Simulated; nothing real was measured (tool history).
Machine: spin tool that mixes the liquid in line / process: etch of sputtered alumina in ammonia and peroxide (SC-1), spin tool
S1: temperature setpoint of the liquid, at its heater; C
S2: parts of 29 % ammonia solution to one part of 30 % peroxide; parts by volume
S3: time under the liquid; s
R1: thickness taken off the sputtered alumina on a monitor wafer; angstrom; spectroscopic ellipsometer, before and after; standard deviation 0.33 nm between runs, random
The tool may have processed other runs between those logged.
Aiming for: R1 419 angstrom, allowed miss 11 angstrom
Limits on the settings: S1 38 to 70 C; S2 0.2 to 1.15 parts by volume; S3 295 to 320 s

{"run": 1, "hour": 0.0, "S1": 54, "S2": 0.65, "S3": 295, "R1": 230.26}
{"run": 2, "hour": 5.8, "S1": 57.5, "S2": 0.65, "S3": 295, "R1": 270.41}
{"run": 3, "hour": 10.5, "S1": 57.5, "S2": 0.8, "S3": 295, "R1": 280.17}
{"run": 4, "hour": 18.5, "S1": 57.5, "S2": 0.65, "S3": 295, "R1": 274.53}
{"run": 5, "hour": 20.4, "S1": 57.5, "S2": 0.65, "S3": 295, "R1": 275.5}
{"run": 6, "hour": 28.8, "S1": 60, "S2": 0.65, "S3": 295, "R1": 315.77}
{"run": 7, "hour": 37.6, "S1": 61.5, "S2": 0.65, "S3": 295, "R1": 341.11}
{"run": 8, "hour": 41.3, "S1": 62.5, "S2": 0.65, "S3": 295, "R1": 356.58}
{"run": 9, "hour": 47.3, "S1": 62.5, "S2": 0.65, "S3": 295, "R1": 353.11}
{"run": 10, "hour": 49.9, "S1": 63.5, "S2": 0.65, "S3": 295, "R1": 371.21}
{"run": 11, "hour": 51.6, "S1": 64, "S2": 0.65, "S3": 295, "R1": 383.17}
{"run": 12, "hour": 54.9, "S1": 64, "S2": 0.65, "S3": 295, "R1": 382.75}

Consider the 4 candidate settings below. Which is the only one whose results all fall within their allowed miss of target?
{"run": "A", "hour": 58.2, "S1": 64, "S2": 0.5, "S3": 315, "R1": "?"}
{"run": "B", "hour": 58.2, "S1": 62.5, "S2": 0.7, "S3": 300, "R1": "?"}
{"run": "C", "hour": 58.2, "S1": 65.5, "S2": 0.7, "S3": 300, "R1": "?"}
{"run": "D", "hour": 58.2, "S1": 62, "S2": 0.6, "S3": 295, "R1": "?"}

move=A R1=393.32
move=B R1=358.62
move=C R1=416.59
move=D R1=338.88
A: moves toward the targets from the last run without getting all of them in spec
B: further off than the last run
C: every result lands within tolerance
D: further off than the last run
Answer: C
